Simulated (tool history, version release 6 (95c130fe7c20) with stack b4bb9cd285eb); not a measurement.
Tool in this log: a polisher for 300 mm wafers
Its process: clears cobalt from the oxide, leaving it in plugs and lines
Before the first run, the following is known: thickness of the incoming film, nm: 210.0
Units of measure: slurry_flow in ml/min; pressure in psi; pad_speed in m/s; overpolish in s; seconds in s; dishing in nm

run	hour	slurry_flow	pressure	pad_speed	overpolish	seconds	dishing
1	0	200	1.2	0.9	20	66.017	42.595
2	2.6	185	1.2	0.9	20	67.823	42.211
3	6	225	1.2	0.9	20	65.748	42.568
4	12.4	225	1.2	0.9	16	66.49	37.545
5	16.2	225	1.2	0.9	11	64.335	28.718
6	23.8	225	1.2	0.9	6	65.186	17.776
7	30.9	190	0.9	0.9	16	79.384	32.49

Run 8 comes next. What will it give?
8	34.1	185	0.8	0.88	15	?	?

seconds: 85.971 s
dishing: 29.095 nm
